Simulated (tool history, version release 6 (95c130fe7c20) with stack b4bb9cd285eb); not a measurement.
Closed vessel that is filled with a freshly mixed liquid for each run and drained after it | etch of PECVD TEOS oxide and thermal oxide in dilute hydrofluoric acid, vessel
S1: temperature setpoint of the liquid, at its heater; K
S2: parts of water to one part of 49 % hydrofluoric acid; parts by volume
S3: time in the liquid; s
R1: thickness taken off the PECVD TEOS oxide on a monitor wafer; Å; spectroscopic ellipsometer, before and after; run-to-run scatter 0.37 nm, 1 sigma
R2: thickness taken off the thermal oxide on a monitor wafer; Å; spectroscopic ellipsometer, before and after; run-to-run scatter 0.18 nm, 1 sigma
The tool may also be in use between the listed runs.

Run 1, hour 0: S1 298.15 K, S2 40 parts by volume, S3 170 s. Result: R1 533.7 Å, R2 229.34 Å.
Run 2, hour 2.6: S1 298.15 K, S2 55 parts by volume, S3 170 s. Result: R1 374.86 Å, R2 166.5 Å.
Run 3, hour 6.5: S1 298.15 K, S2 55 parts by volume, S3 200 s. Result: R1 444.52 Å, R2 193.79 Å.
Run 4, hour 8.7: S1 298.15 K, S2 55 parts by volume, S3 250 s. Result: R1 557.73 Å, R2 241.37 Å.
Run 5, hour 14.4: S1 296.65 K, S2 55 parts by volume, S3 250 s. Result: R1 529.01 Å, R2 227.01 Å.
Run 6, hour 23.6: S1 296.65 K, S2 45 parts by volume, S3 250 s. Result: R1 643.33 Å, R2 278.08 Å.
Run 7, hour 25.6: S1 295.65 K, S2 45 parts by volume, S3 250 s. Result: R1 625.46 Å, R2 271.07 Å.

For run 8, what comes out?
Run 8, hour 34.9: S1 294.65 K, S2 45 parts by volume, S3 250 s. Result: R1 ?, R2 ?.

{"run 8": {"R1": 593.62, "R2": 261.83}}
